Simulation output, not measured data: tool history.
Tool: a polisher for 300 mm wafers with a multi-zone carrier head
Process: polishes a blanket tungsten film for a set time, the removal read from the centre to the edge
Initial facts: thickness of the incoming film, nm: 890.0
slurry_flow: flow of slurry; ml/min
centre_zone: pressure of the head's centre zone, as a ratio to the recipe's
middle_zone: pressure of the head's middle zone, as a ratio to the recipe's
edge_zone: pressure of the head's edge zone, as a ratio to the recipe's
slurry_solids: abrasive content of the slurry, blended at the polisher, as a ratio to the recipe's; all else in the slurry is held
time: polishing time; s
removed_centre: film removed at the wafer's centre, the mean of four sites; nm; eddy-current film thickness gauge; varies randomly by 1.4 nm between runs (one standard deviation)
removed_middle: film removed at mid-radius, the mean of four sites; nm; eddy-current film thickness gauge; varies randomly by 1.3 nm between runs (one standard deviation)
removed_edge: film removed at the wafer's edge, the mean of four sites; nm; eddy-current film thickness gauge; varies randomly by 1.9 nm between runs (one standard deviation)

run,hour,slurry_flow,centre_zone,middle_zone,edge_zone,slurry_solids,time,removed_centre,removed_middle,removed_edge
1,0,130,1,1,1,1,37,122.14,122.66,120.28
2,4.7,130,1,1,1,0.95,37,123.04,120.59,119.05
3,7,130,0.95,1,1,0.95,37,118.24,118.01,121.61
4,14.2,130,0.95,1,1,0.8,37,112.2,116.22,114.42
5,22.9,130,0.95,0.95,1,0.8,37,108.91,109.87,110.27
6,29.3,130,0.95,0.95,0.94,0.8,37,110.72,108.23,108.78

Forecast run 7:
7,31.1,140,0.97,0.97,0.96,0.85,37,?,?,?

For run 7 the tool returned removed_centre 117.85 nm, removed_middle 114.97 nm, removed_edge 114.24 nm.
